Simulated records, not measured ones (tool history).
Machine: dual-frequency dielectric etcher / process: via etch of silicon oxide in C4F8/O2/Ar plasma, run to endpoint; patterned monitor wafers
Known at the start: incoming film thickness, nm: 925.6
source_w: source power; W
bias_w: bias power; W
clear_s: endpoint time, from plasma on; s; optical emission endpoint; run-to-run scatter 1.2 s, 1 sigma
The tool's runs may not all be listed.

run	hour	source_w	bias_w	clear_s
1	0.0	1480	1819	211.27
2	5.0	1570	1819	207.25
3	6.4	1570	1997	202.55
4	11.5	1480	1969	205.29
5	17.5	1400	1923	208.57
6	25.5	1340	1850	214.56
7	32.5	1280	1821	219.66
8	33.5	1240	1808	220.17
9	40.2	1200	1792	224.88
10	45.0	1200	1792	225.74

The next listed run, before its measurement:
11	53.2	1180	1787	?

Run 11 produced clear_s 226.52 s.

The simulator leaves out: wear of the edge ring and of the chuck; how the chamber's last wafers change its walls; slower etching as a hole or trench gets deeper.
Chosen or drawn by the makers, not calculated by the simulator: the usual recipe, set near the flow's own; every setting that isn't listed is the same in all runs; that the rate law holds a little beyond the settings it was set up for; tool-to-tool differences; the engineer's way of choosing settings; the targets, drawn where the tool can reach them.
